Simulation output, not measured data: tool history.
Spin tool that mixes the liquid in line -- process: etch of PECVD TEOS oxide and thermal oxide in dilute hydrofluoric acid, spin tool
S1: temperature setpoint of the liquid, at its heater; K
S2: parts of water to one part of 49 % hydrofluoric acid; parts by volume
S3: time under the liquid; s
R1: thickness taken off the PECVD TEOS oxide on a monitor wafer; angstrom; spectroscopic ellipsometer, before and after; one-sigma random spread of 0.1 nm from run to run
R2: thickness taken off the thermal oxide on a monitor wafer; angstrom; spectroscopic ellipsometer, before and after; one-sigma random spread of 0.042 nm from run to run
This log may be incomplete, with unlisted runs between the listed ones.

Run 1, day 0.000: S1 294.15 K, S2 250 parts by volume, S3 175 s. Result: R1 129.350 angstrom, R2 24.047 angstrom.
Run 2, day 0.088: S1 291.65 K, S2 250 parts by volume, S3 175 s. Result: R1 117.000 angstrom, R2 21.627 angstrom.
Run 3, day 0.171: S1 291.65 K, S2 250 parts by volume, S3 145 s. Result: R1 98.363 angstrom, R2 17.761 angstrom.
Run 4, day 0.392: S1 294.15 K, S2 245 parts by volume, S3 145 s. Result: R1 110.150 angstrom, R2 20.261 angstrom.
Run 5, day 0.483: S1 292.65 K, S2 245 parts by volume, S3 145 s. Result: R1 104.810 angstrom, R2 19.011 angstrom.
Run 6, day 0.683: S1 294.65 K, S2 240 parts by volume, S3 145 s. Result: R1 114.670 angstrom, R2 20.995 angstrom.
Run 7, day 0.929: S1 296.65 K, S2 240 parts by volume, S3 145 s. Result: R1 124.320 angstrom, R2 23.597 angstrom.

What will run 8 give?
Run 8, day 1.138: S1 297.65 K, S2 205 parts by volume, S3 145 s. Result: R1 ?, R2 ?.

Run 8 yielded R1 156.110 angstrom, R2 28.398 angstrom.
